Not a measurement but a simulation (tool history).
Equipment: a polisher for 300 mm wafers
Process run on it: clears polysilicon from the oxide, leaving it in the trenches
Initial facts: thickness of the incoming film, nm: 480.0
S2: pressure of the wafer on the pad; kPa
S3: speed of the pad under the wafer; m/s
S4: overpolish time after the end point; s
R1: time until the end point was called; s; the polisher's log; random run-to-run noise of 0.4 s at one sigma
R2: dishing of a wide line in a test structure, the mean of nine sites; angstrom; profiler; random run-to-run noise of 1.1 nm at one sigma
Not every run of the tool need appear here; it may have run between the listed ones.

run 1 hour=0 | flow_of_slurry_(ml/min)=240 S2=18.6 S3=1.2 S4=15 | R1=26.357 R2=710.72
run 2 hour=4.5 | flow_of_slurry_(ml/min)=240 S2=18.6 S3=1.04 S4=15 | R1=30.312 R2=690.55
run 3 hour=7.6 | flow_of_slurry_(ml/min)=240 S2=17.2 S3=1.04 S4=16 | R1=31.662 R2=698.47
run 4 hour=15.3 | flow_of_slurry_(ml/min)=240 S2=15.9 S3=1.02 S4=17 | R1=34.951 R2=698.29
run 5 hour=19.7 | flow_of_slurry_(ml/min)=240 S2=15.9 S3=1.02 S4=11 | R1=35.325 R2=632.68
run 6 hour=23.9 | flow_of_slurry_(ml/min)=195 S2=15.9 S3=1.02 S4=11 | R1=35.653 R2=646.63
run 7 hour=27.3 | flow_of_slurry_(ml/min)=190 S2=15.2 S3=1.02 S4=13 | R1=36.753 R2=647.25
run 8 hour=29.4 | flow_of_slurry_(ml/min)=190 S2=14.5 S3=1.02 S4=15 | R1=38.421 R2=698.39
run 9 hour=31.4 | flow_of_slurry_(ml/min)=185 S2=10.3 S3=1 S4=14 | R1=50.229 R2=618.48
run 10 hour=32.1 | flow_of_slurry_(ml/min)=180 S2=10.3 S3=1 S4=15 | R1=50.5 R2=633.17

Forecast run 11:
run 11 hour=36.8 | flow_of_slurry_(ml/min)=180 S2=10.3 S3=1 S4=16 | R1=? R2=?

{"run 11": {"R1": 49.853, "R2": 638.83}}

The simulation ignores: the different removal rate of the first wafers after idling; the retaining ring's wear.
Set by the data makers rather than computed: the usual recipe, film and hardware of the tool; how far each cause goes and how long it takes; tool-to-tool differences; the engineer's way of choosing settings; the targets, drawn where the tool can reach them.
